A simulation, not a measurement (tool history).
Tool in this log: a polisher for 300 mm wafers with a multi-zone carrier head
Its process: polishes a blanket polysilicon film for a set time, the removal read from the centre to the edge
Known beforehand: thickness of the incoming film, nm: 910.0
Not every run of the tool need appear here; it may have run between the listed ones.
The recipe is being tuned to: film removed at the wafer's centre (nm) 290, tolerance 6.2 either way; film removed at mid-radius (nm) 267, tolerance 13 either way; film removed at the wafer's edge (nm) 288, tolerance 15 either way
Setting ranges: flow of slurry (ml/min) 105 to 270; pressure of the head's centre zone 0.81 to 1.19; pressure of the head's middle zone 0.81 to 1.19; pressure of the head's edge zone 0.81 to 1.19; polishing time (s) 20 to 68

run,hour,flow of slurry (ml/min),pressure of the head's centre zone,pressure of the head's middle zone,pressure of the head's edge zone,polishing time (s),film removed at the wafer's centre (nm),film removed at mid-radius (nm),film removed at the wafer's edge (nm)
1,0,175,1,1,1,44,360.01,343.07,343.84
2,7.6,165,0.98,0.97,0.97,43,336.1,329.39,325.46
3,15.1,160,0.98,0.94,0.97,42,326.28,310.57,319.77
4,20.7,160,1.02,0.94,0.97,42,343.95,302.79,323.81
5,29.2,155,1.01,0.92,0.95,42,338.63,299.64,308.17
6,37.8,145,0.99,0.9,0.95,42,327.94,300.37,315.39
7,39.8,145,0.98,0.88,0.94,41,318.22,282.67,307.07
8,47.9,140,0.97,0.87,0.93,41,312.6,277.66,302.68

Pick the move, out of 4, that brings all results within their allowed miss; only one does.
A,56,110,0.95,0.98,0.98,39,?,?,?
B,56,150,1.09,0.94,0.81,39,?,?,?
C,56,105,1,0.92,1,39,?,?,?
D,56,125,0.93,0.85,0.94,45,?,?,?

move,film removed at the wafer's centre (nm),film removed at mid-radius (nm),film removed at the wafer's edge (nm)
A,280.98,270.22,280.58
B,340.06,275.3,266.75
C,293.29,257.25,281.93
D,324.33,290.16,322.56
A: takes the biggest miss from the last run beyond its target
B: moves away from the targets compared with the last run
C: every result within its allowed miss
D: moves away from the targets compared with the last run
C is the move that brings every result within its allowed miss.
